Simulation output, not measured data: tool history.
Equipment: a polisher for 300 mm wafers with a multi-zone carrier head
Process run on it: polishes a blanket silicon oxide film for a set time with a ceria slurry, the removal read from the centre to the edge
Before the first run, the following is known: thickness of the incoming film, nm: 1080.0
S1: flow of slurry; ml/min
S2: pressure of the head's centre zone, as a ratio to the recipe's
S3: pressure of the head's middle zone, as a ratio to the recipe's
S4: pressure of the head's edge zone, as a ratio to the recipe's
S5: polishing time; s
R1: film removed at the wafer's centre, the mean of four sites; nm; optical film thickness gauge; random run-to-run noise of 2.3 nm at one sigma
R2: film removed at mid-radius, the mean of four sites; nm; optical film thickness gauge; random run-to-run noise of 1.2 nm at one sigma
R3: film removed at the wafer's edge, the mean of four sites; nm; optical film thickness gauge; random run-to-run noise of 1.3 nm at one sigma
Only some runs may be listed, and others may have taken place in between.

run	hour	S1	S2	S3	S4	S5	R1	R2	R3
1	0	290	1	1	1	32	225.74	219.59	222.92
2	1.9	320	1	1	1	32	219.61	216.97	225.27
3	9	320	1	0.98	0.99	31	214.75	207.51	213.66
4	10.5	365	1	0.98	0.99	31	218.26	209.35	216.64
# hour 17: slurry nozzle cleaned
5	17	365	1	0.92	0.99	31	226.9	205.45	220.12
6	19.6	365	1	0.91	0.99	30	220.11	193.76	215.99
7	23.8	365	1	0.91	0.99	30	221.9	197.3	217.47

The next listed run, before its measurement:
8	30.6	315	1	0.81	0.89	21	?	?	?

{"run 8": {"R1": 152.26, "R2": 121.76, "R3": 140.21}}
